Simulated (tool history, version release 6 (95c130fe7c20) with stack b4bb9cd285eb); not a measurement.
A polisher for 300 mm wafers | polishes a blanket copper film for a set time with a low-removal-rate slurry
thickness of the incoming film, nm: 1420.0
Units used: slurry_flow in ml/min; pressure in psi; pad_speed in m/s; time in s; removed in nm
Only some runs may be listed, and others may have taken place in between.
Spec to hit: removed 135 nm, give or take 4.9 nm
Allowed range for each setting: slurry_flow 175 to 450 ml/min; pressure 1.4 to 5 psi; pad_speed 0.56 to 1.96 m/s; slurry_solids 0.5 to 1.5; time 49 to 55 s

run 1 hour=0 | slurry_flow=290 pressure=3.2 pad_speed=1.26 slurry_solids=1 time=55 | removed=219.85
run 2 hour=5.5 | slurry_flow=290 pressure=3 pad_speed=1.26 slurry_solids=1 time=55 | removed=209.09
run 3 hour=13.4 | slurry_flow=290 pressure=2.8 pad_speed=1.26 slurry_solids=1 time=55 | removed=196.71
run 4 hour=21.4 | slurry_flow=290 pressure=3.5 pad_speed=1.26 slurry_solids=1 time=55 | removed=237.85
run 5 hour=22.6 | slurry_flow=290 pressure=3.5 pad_speed=1.26 slurry_solids=1 time=49 | removed=216.43
run 6 hour=25.2 | slurry_flow=290 pressure=3.5 pad_speed=1.04 slurry_solids=1 time=49 | removed=175.23
run 7 hour=31.6 | slurry_flow=290 pressure=3.4 pad_speed=1.04 slurry_solids=1 time=49 | removed=171.83
run 8 hour=38.5 | slurry_flow=290 pressure=3.3 pad_speed=1.04 slurry_solids=1 time=49 | removed=165.53
run 9 hour=44.1 | slurry_flow=290 pressure=3.2 pad_speed=1.04 slurry_solids=1 time=49 | removed=164.57
run 10 hour=50.5 | slurry_flow=290 pressure=3.1 pad_speed=1.04 slurry_solids=1 time=49 | removed=156.65
run 11 hour=53.2 | slurry_flow=290 pressure=3 pad_speed=1.04 slurry_solids=1 time=49 | removed=153.77
run 12 hour=54.6 | slurry_flow=290 pressure=2.9 pad_speed=1.04 slurry_solids=1 time=49 | removed=149.6

5 next moves are on the table. One of them brings every result within its allowed miss. Which?
run A hour=56 | slurry_flow=285 pressure=2.8 pad_speed=0.98 slurry_solids=0.95 time=49 | removed=?
run B hour=56 | slurry_flow=195 pressure=3.3 pad_speed=0.94 slurry_solids=0.9 time=55 | removed=?
run C hour=56 | slurry_flow=260 pressure=2.8 pad_speed=0.94 slurry_solids=1.05 time=55 | removed=?
run D hour=56 | slurry_flow=325 pressure=2.7 pad_speed=1.26 slurry_solids=0.7 time=53 | removed=?
run E hour=56 | slurry_flow=265 pressure=3.4 pad_speed=0.86 slurry_solids=1 time=50 | removed=?

move=A removed=137.13
move=B removed=160.19
move=C removed=150.42
move=D removed=171.24
move=E removed=146.1
A: each result inside its tolerance
B: moves away from the targets compared with the last run
C: moves away from the targets compared with the last run
D: moves away from the targets compared with the last run
E: moves toward the targets from the last run without getting all of them in spec
Answer: A
